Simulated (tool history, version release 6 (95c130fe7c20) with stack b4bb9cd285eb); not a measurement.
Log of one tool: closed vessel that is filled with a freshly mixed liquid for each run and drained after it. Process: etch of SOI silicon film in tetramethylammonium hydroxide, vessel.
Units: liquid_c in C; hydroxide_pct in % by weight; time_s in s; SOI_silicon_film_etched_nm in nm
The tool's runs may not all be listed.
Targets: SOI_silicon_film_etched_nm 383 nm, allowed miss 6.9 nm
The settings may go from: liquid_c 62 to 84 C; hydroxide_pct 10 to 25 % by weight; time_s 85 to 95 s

run,hour,liquid_c,hydroxide_pct,time_s,SOI_silicon_film_etched_nm
1,0,75,19,85,561.48
2,8.5,75,19,85,566.45
3,14.8,75,19,95,631.06
4,23,75,19,95,628.61
5,29.3,73,19,95,559.5
6,37.4,73,21,95,534.39
7,45.8,72,21,95,505.98
8,51.5,66,21,95,356.99

5 next moves are on the table. One of them brings every result within its allowed miss. Which?
A,57.2,64.5,18.5,95,?
B,57.2,70,22.5,85,?
C,57.2,64,20.5,95,?
D,57.2,66,21.5,95,?
E,57.2,63.5,17.5,95,?

move,SOI_silicon_film_etched_nm
A,344.79
B,384.77
C,319.27
D,351.72
E,331.83
A: further off than the last run
B: meets every target
C: further off than the last run
D: further off than the last run
E: further off than the last run
The right move is B.

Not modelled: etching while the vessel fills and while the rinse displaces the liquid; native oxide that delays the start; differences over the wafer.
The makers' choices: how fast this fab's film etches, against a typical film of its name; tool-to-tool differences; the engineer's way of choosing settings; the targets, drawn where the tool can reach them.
